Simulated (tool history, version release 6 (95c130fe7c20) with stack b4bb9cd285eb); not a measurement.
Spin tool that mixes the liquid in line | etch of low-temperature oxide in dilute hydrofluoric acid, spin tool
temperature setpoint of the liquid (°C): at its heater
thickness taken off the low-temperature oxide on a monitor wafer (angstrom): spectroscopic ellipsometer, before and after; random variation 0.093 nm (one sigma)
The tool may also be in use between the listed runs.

run,hour,temperature setpoint of the liquid (°C),parts of water to one part of 49 % hydrofluoric acid (parts by volume),time under the liquid (s),thickness taken off the low-temperature oxide on a monitor wafer (angstrom)
1,0,25,175,305,307.09
2,0.9,25,175,305,305.57
3,3.5,25,175,305,305.4
4,6.3,24,175,305,294.68
# hour 13.7: hydrofluoric acid flow meter replaced
5,13.7,24,225,305,239.23
6,19.9,24.5,225,305,242.19

Forecast run 7:
7,24.8,25,225,305,?

thickness taken off the low-temperature oxide on a monitor wafer (angstrom): 247.27
